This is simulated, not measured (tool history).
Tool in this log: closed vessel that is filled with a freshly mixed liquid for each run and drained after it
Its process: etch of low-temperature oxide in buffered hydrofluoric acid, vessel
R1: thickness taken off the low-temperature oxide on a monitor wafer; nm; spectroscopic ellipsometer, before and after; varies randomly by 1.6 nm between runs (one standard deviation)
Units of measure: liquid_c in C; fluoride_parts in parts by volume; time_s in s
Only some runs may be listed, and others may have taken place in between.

run 1 hour=0.0 | liquid_c=21.0 fluoride_parts=13.5 time_s=105 | R1=159.98
run 2 hour=1.2 | liquid_c=23.5 fluoride_parts=13.5 time_s=105 | R1=183.17
run 3 hour=4.3 | liquid_c=25.0 fluoride_parts=13.5 time_s=105 | R1=199.52
run 4 hour=8.2 | liquid_c=26.0 fluoride_parts=13.5 time_s=105 | R1=211.36
run 5 hour=15.0 | liquid_c=26.5 fluoride_parts=13.5 time_s=105 | R1=216.47
run 6 hour=19.0 | liquid_c=27.0 fluoride_parts=13.5 time_s=105 | R1=223.58
run 7 hour=21.0 | liquid_c=27.5 fluoride_parts=13.5 time_s=105 | R1=233.09

Run 8 is up next; what results do you expect?
run 8 hour=22.8 | liquid_c=27.5 fluoride_parts=13.5 time_s=105 | R1=?

{"run 8": {"R1": 229.77}}

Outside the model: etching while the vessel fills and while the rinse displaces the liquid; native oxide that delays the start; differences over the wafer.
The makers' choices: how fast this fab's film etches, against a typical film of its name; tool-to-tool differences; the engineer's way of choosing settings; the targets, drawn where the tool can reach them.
